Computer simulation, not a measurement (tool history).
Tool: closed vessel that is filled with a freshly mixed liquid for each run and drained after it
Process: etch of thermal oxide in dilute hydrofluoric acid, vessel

run	hour	temperature setpoint of the liquid (°C)	parts of water to one part of 49 % hydrofluoric acid (parts by volume)	time in the liquid (s)	thickness taken off the thermal oxide on a monitor wafer (angstrom)
1	0	24	70	780	537.43
2	4.3	23	75	780	480.42
3	12.2	23	75	780	480.88
4	19.1	25.5	75	780	531.12
5	22.8	24	80	780	466.69
6	28.4	23	85	780	417.44
7	35.8	22	85	780	400.14
8	39.1	21	85	780	386.26
9	40.5	20.5	85	780	381.02
10	42.3	20	85	780	370.12
11	44.7	19.5	85	780	363.74
12	51.4	19	85	780	356.9
13	54.4	18.5	85	780	350.54

Run 14 comes next. What will it give?
14	62.1	18	85	780	?

Run 14 gave thickness taken off the thermal oxide on a monitor wafer (angstrom) 341.07.

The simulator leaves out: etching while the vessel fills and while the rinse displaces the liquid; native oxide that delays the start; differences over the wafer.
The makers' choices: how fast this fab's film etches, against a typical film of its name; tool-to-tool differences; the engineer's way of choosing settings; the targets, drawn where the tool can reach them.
